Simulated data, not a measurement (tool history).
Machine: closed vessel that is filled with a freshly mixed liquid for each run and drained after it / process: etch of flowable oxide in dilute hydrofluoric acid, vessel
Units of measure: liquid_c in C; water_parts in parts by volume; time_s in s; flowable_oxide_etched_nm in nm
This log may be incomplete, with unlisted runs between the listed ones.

{"run": 1, "hour": 0.0, "liquid_c": 22, "water_parts": 200, "time_s": 90, "flowable_oxide_etched_nm": 9.8811}
{"run": 2, "hour": 7.7, "liquid_c": 24, "water_parts": 200, "time_s": 90, "flowable_oxide_etched_nm": 10.71}
{"run": 3, "hour": 10.3, "liquid_c": 22, "water_parts": 205, "time_s": 90, "flowable_oxide_etched_nm": 9.6054}
{"run": 4, "hour": 15.7, "liquid_c": 22, "water_parts": 205, "time_s": 90, "flowable_oxide_etched_nm": 9.5316}
{"run": 5, "hour": 18.7, "liquid_c": 20.5, "water_parts": 210, "time_s": 90, "flowable_oxide_etched_nm": 8.8124}
{"run": 6, "hour": 25.0, "liquid_c": 20.5, "water_parts": 145, "time_s": 90, "flowable_oxide_etched_nm": 13.65}
{"run": 7, "hour": 28.6, "liquid_c": 19.5, "water_parts": 170, "time_s": 90, "flowable_oxide_etched_nm": 10.997}

What does the tool deliver on the next run?
{"run": 8, "hour": 30.1, "liquid_c": 18.5, "water_parts": 185, "time_s": 90, "flowable_oxide_etched_nm": "?"}

{"run 8": {"flowable_oxide_etched_nm": 9.5287}}

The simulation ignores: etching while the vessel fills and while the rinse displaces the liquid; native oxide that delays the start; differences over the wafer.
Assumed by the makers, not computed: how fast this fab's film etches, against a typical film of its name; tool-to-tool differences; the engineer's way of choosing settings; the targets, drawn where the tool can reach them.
